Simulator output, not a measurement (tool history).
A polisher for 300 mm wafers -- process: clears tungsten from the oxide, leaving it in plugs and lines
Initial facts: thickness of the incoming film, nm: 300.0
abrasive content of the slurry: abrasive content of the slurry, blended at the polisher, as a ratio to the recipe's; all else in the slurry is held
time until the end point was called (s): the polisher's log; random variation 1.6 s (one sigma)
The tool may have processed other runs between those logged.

| run | day | flow of slurry (ml/min) | pressure of the wafer on the pad (psi) | speed of the pad under the wafer (m/s) | abrasive content of the slurry | overpolish time after the end point (s) | time until the end point was called (s) |
|---|---|---|---|---|---|---|---|
| 1 | 0.000 | 290 | 3.2 | 1.02 | 1.00 | 5 | 78.986 |
| 2 | 0.362 | 290 | 3.2 | 1.02 | 1.05 | 5 | 77.242 |
| 3 | 0.542 | 290 | 3.2 | 1.02 | 0.85 | 5 | 80.640 |
| 4 | 0.842 | 290 | 3.2 | 1.02 | 0.75 | 5 | 83.850 |
| 5 | 0.958 | 290 | 3.2 | 1.02 | 0.90 | 5 | 80.850 |
| 6 | 1.067 | 290 | 2.9 | 1.02 | 0.90 | 5 | 89.996 |
| 7 | 1.167 | 290 | 2.7 | 1.02 | 0.90 | 5 | 96.466 |

Run 8, settings as shown, results not yet in. Your forecast:
| 8 | 1.212 | 290 | 2.6 | 1.02 | 0.90 | 5 | ? |

{"run 8": {"time until the end point was called (s)": 97.057}}
